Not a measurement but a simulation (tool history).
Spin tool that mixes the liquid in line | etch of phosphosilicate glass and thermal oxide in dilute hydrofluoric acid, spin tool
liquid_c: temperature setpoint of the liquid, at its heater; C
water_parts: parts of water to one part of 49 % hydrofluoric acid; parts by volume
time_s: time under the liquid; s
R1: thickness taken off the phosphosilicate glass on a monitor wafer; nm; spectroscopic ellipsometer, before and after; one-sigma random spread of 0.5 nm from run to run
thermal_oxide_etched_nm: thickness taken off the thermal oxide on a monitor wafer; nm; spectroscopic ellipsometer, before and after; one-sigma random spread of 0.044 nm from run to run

run 1 hour=0.0 | liquid_c=22.0 water_parts=165 time_s=30 | R1=24.670 thermal_oxide_etched_nm=0.64941
run 2 hour=7.5 | liquid_c=24.0 water_parts=150 time_s=30 | R1=29.758 thermal_oxide_etched_nm=0.77389
run 3 hour=12.6 | liquid_c=24.0 water_parts=130 time_s=30 | R1=35.401 thermal_oxide_etched_nm=0.95691
run 4 hour=18.8 | liquid_c=24.0 water_parts=130 time_s=45 | R1=53.570 thermal_oxide_etched_nm=1.49260
run 5 hour=25.2 | liquid_c=23.5 water_parts=130 time_s=45 | R1=52.633 thermal_oxide_etched_nm=1.49510
-- hour=32.8 hydrofluoric acid flow meter replaced
run 6 hour=32.8 | liquid_c=23.5 water_parts=165 time_s=45 | R1=44.259 thermal_oxide_etched_nm=1.22720

The next listed run, before its measurement:
run 7 hour=38.0 | liquid_c=24.0 water_parts=165 time_s=45 | R1=? thermal_oxide_etched_nm=?

{"run 7": {"R1": 45.154, "thermal_oxide_etched_nm": 1.2651}}
